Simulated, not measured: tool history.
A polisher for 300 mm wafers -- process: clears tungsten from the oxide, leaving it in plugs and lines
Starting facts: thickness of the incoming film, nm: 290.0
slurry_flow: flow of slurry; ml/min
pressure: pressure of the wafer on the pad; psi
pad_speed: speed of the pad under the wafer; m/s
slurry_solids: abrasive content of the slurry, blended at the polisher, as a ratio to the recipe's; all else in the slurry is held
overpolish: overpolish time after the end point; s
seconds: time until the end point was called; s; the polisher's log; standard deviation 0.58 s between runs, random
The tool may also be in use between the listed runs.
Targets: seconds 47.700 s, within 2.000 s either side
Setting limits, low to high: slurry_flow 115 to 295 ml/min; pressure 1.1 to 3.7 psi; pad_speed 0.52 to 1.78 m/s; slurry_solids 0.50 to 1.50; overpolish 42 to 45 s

Run 1, hour 0.0: slurry_flow 190 ml/min, pressure 2.4 psi, pad_speed 1.14 m/s, slurry_solids 1.00, overpolish 42 s. Result: seconds 74.822 s.
Run 2, hour 8.5: slurry_flow 190 ml/min, pressure 2.4 psi, pad_speed 1.14 m/s, slurry_solids 1.00, overpolish 42 s. Result: seconds 74.711 s.
Run 3, hour 15.4: slurry_flow 190 ml/min, pressure 2.8 psi, pad_speed 1.14 m/s, slurry_solids 1.00, overpolish 42 s. Result: seconds 66.288 s.
Run 4, hour 19.1: slurry_flow 190 ml/min, pressure 3.0 psi, pad_speed 1.16 m/s, slurry_solids 1.00, overpolish 42 s. Result: seconds 61.150 s.
Run 5, hour 20.4: slurry_flow 190 ml/min, pressure 3.1 psi, pad_speed 1.16 m/s, slurry_solids 1.00, overpolish 42 s. Result: seconds 58.954 s.
Run 6, hour 26.8: slurry_flow 190 ml/min, pressure 3.1 psi, pad_speed 1.16 m/s, slurry_solids 0.80, overpolish 42 s. Result: seconds 60.250 s.
Run 7, hour 35.5: slurry_flow 190 ml/min, pressure 3.2 psi, pad_speed 1.16 m/s, slurry_solids 0.80, overpolish 42 s. Result: seconds 59.188 s.
Run 8, hour 39.8: slurry_flow 190 ml/min, pressure 3.3 psi, pad_speed 1.18 m/s, slurry_solids 0.80, overpolish 42 s. Result: seconds 56.353 s.
Run 9, hour 43.5: slurry_flow 190 ml/min, pressure 3.3 psi, pad_speed 1.18 m/s, slurry_solids 0.80, overpolish 42 s. Result: seconds 55.291 s.

Below are 5 possible settings for the next run. Only one of them brings all results inside the allowed miss of their targets. Which is it?
Run A, hour 47.2: slurry_flow 210 ml/min, pressure 3.2 psi, pad_speed 1.06 m/s, slurry_solids 0.80, overpolish 45 s. Result: seconds ?.
Run B, hour 47.2: slurry_flow 210 ml/min, pressure 3.3 psi, pad_speed 1.06 m/s, slurry_solids 0.85, overpolish 43 s. Result: seconds ?.
Run C, hour 47.2: slurry_flow 195 ml/min, pressure 3.7 psi, pad_speed 1.04 m/s, slurry_solids 0.90, overpolish 45 s. Result: seconds ?.
Run D, hour 47.2: slurry_flow 210 ml/min, pressure 2.9 psi, pad_speed 1.52 m/s, slurry_solids 0.85, overpolish 45 s. Result: seconds ?.
Run E, hour 47.2: slurry_flow 205 ml/min, pressure 3.4 psi, pad_speed 1.18 m/s, slurry_solids 0.90, overpolish 45 s. Result: seconds ?.

move  seconds
   A   63.224
   B   60.602
   C   55.038
   D   48.417
   E   52.578
A: lands further from the targets than the last run did
B: lands further from the targets than the last run did
C: roughly where the last run was
D: each result inside its tolerance
E: an improvement on the last run, though not all results are within tolerance
The move that meets every target is D.
